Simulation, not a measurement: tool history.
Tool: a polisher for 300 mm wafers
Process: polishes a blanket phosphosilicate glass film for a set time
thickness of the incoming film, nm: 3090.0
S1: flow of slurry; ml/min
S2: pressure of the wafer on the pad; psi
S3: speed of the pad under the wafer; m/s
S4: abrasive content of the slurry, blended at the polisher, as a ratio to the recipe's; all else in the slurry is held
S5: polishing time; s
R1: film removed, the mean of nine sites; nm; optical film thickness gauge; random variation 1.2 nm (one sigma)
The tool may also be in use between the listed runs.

run	hour	S1	S2	S3	S4	S5	R1
1	0.0	320	2.3	1.18	1.0	23	179.25
2	7.9	320	2.1	1.18	1.0	23	165.66
3	15.9	320	1.9	1.16	1.0	23	148.85
4	24.9	320	1.8	1.14	1.0	23	136.97
5	32.8	320	1.7	1.14	1.0	23	132.07
6	34.7	320	2.0	1.14	1.0	23	153.26
7	40.6	320	2.0	1.14	1.0	23	154.67
8	42.7	320	1.8	1.14	1.0	23	136.35
# hour 45.2: slurry nozzle cleaned
9	45.2	320	1.7	1.14	1.0	23	132.23
10	47.9	320	1.6	1.14	1.0	23	126.09

Run 11 comes next. What will it give?
11	49.7	320	1.5	1.14	1.0	23	?

Run 11 gave R1 118.57 nm.
